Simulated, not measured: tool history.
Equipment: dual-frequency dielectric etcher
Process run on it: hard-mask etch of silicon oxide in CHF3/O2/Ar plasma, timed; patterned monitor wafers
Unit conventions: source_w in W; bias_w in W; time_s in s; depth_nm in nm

Run 1, hour 0: source_w 830 W, bias_w 212 W, time_s 12 s. Result: depth_nm 26.647 nm.
Run 2, hour 5.8: source_w 960 W, bias_w 212 W, time_s 12 s. Result: depth_nm 27.528 nm.
Run 3, hour 9.9: source_w 1040 W, bias_w 212 W, time_s 12 s. Result: depth_nm 28.375 nm.
Run 4, hour 16.6: source_w 890 W, bias_w 202 W, time_s 12 s. Result: depth_nm 26.539 nm.
Run 5, hour 18.7: source_w 780 W, bias_w 196 W, time_s 12 s. Result: depth_nm 25.479 nm.
Run 6, hour 25.8: source_w 700 W, bias_w 191 W, time_s 12 s. Result: depth_nm 24.473 nm.
Run 7, hour 32.9: source_w 650 W, bias_w 189 W, time_s 12 s. Result: depth_nm 24.123 nm.
Run 8, hour 34.4: source_w 650 W, bias_w 189 W, time_s 12 s. Result: depth_nm 24.041 nm.
Run 9, hour 38.8: source_w 620 W, bias_w 188 W, time_s 12 s. Result: depth_nm 23.683 nm.

Expected results for the next run?
Run 10, hour 40.1: source_w 620 W, bias_w 188 W, time_s 12 s. Result: depth_nm ?.

{"run 10": {"depth_nm": 23.584}}

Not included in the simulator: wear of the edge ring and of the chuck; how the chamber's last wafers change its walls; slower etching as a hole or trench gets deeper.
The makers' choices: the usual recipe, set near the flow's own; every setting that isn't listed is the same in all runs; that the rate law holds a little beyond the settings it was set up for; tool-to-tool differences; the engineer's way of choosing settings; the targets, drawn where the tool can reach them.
